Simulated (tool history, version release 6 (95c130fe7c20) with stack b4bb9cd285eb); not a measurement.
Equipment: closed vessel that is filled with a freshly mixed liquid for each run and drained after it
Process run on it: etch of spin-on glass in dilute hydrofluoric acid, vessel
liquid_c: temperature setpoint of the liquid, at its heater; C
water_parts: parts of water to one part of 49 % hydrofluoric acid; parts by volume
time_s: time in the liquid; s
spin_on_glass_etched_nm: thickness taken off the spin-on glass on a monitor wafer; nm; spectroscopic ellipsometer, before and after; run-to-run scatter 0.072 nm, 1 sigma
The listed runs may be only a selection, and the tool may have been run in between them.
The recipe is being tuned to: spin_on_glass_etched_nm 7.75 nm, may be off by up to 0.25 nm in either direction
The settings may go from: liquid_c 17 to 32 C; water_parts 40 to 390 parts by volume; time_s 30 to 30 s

| run | day | liquid_c | water_parts | time_s | spin_on_glass_etched_nm |
|---|---|---|---|---|---|
| 1 | 0 | 24 | 215 | 30 | 6.6114 |
| 2 | 0.092 | 22 | 215 | 30 | 6.1796 |
| 3 | 0.342 | 22 | 265 | 30 | 4.7896 |
| 4 | 0.404 | 22 | 265 | 30 | 4.7694 |
| 5 | 0.712 | 25 | 250 | 30 | 5.6871 |
| 6 | 0.967 | 25 | 315 | 30 | 4.2901 |
| 7 | 1.267 | 29 | 225 | 30 | 7.4218 |
| 8 | 1.429 | 30.5 | 220 | 30 | 8.2335 |

4 candidate next runs follow, results not yet known. Just one meets every target within its allowed miss. Identify it.
| A | 1.592 | 31 | 230 | 30 | ? |
| B | 1.592 | 31.5 | 200 | 30 | ? |
| C | 1.592 | 32 | 210 | 30 | ? |
| D | 1.592 | 27.5 | 190 | 30 | ? |

| move | spin_on_glass_etched_nm |
|---|---|
| A | 7.7326 |
| B | 9.3856 |
| C | 8.9765 |
| D | 8.6983 |
A: every result lands within tolerance
B: further off than the last run
C: further off than the last run
D: further off than the last run
A is the move that brings every result within its allowed miss.
